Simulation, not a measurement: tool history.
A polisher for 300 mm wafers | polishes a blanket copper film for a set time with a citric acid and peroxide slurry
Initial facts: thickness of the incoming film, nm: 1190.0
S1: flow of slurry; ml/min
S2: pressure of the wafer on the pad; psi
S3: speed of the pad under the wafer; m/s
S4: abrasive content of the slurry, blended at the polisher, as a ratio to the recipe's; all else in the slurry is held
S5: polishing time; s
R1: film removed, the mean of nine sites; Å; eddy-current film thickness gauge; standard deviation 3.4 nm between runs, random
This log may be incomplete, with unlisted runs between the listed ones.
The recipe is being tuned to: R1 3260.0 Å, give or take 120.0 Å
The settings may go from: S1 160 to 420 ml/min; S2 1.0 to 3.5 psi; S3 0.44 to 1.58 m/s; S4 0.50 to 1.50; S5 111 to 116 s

Run 1, hour 0.0: S1 270 ml/min, S2 2.2 psi, S3 1.00 m/s, S4 1.00, S5 111 s. Result: R1 1873.9 Å.
Run 2, hour 3.0: S1 270 ml/min, S2 2.6 psi, S3 1.00 m/s, S4 1.00, S5 111 s. Result: R1 2153.2 Å.
Run 3, hour 11.4: S1 270 ml/min, S2 2.6 psi, S3 1.00 m/s, S4 0.85, S5 111 s. Result: R1 2095.7 Å.
Run 4, hour 12.7: S1 270 ml/min, S2 2.6 psi, S3 1.00 m/s, S4 0.85, S5 116 s. Result: R1 2225.9 Å.
Run 5, hour 18.6: S1 270 ml/min, S2 2.6 psi, S3 1.00 m/s, S4 0.85, S5 111 s. Result: R1 2092.8 Å.
Run 6, hour 21.4: S1 270 ml/min, S2 2.9 psi, S3 1.04 m/s, S4 0.85, S5 111 s. Result: R1 2383.3 Å.
Run 7, hour 26.5: S1 270 ml/min, S2 3.1 psi, S3 1.08 m/s, S4 0.85, S5 111 s. Result: R1 2655.3 Å.
Run 8, hour 27.4: S1 270 ml/min, S2 3.2 psi, S3 1.10 m/s, S4 0.85, S5 111 s. Result: R1 2768.2 Å.
Run 9, hour 31.7: S1 270 ml/min, S2 3.3 psi, S3 1.12 m/s, S4 0.85, S5 111 s. Result: R1 2865.3 Å.
Run 10, hour 36.8: S1 270 ml/min, S2 3.4 psi, S3 1.14 m/s, S4 0.85, S5 111 s. Result: R1 3020.1 Å.
Run 11, hour 42.7: S1 270 ml/min, S2 3.4 psi, S3 1.16 m/s, S4 0.85, S5 111 s. Result: R1 3037.6 Å.
Run 12, hour 46.3: S1 270 ml/min, S2 3.4 psi, S3 1.18 m/s, S4 0.85, S5 111 s. Result: R1 3088.3 Å.

Which of these 4 next moves meets every target?
Run A, hour 49.9: S1 230 ml/min, S2 3.3 psi, S3 1.12 m/s, S4 1.05, S5 111 s. Result: R1 ?.
Run B, hour 49.9: S1 325 ml/min, S2 3.5 psi, S3 1.26 m/s, S4 0.50, S5 116 s. Result: R1 ?.
Run C, hour 49.9: S1 310 ml/min, S2 3.1 psi, S3 1.12 m/s, S4 0.95, S5 111 s. Result: R1 ?.
Run D, hour 49.9: S1 350 ml/min, S2 3.3 psi, S3 1.16 m/s, S4 0.70, S5 111 s. Result: R1 ?.

move      R1
   A  2956.6
   B  3193.5
   C  2807.9
   D  2894.3
A: lands further from the targets than the last run did
B: in spec on every target
C: lands further from the targets than the last run did
D: lands further from the targets than the last run did
Correct choice: B, which meets every target
